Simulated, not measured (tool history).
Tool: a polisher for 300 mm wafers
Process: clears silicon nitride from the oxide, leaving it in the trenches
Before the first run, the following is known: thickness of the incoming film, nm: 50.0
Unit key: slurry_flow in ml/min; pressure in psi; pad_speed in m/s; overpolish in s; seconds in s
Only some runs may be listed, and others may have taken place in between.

Run 1, hour 0.0: slurry_flow 175 ml/min, pressure 1.7 psi, pad_speed 0.94 m/s, overpolish 44 s. Result: seconds 123.28 s.
Run 2, hour 7.0: slurry_flow 175 ml/min, pressure 1.4 psi, pad_speed 0.90 m/s, overpolish 44 s. Result: seconds 152.31 s.
Run 3, hour 14.2: slurry_flow 175 ml/min, pressure 1.2 psi, pad_speed 0.86 m/s, overpolish 44 s. Result: seconds 181.68 s.
Run 4, hour 19.7: slurry_flow 150 ml/min, pressure 1.2 psi, pad_speed 0.86 m/s, overpolish 44 s. Result: seconds 189.65 s.
Run 5, hour 23.9: slurry_flow 120 ml/min, pressure 1.2 psi, pad_speed 0.86 m/s, overpolish 44 s. Result: seconds 198.66 s.
Run 6, hour 32.8: slurry_flow 120 ml/min, pressure 1.4 psi, pad_speed 0.86 m/s, overpolish 44 s. Result: seconds 169.94 s.
Run 7, hour 33.7: slurry_flow 120 ml/min, pressure 1.3 psi, pad_speed 0.86 m/s, overpolish 44 s. Result: seconds 184.71 s.

The next listed run, before its measurement:
Run 8, hour 39.1: slurry_flow 120 ml/min, pressure 0.9 psi, pad_speed 0.84 m/s, overpolish 44 s. Result: seconds ?.

Run 8 measured seconds 272.07 s.
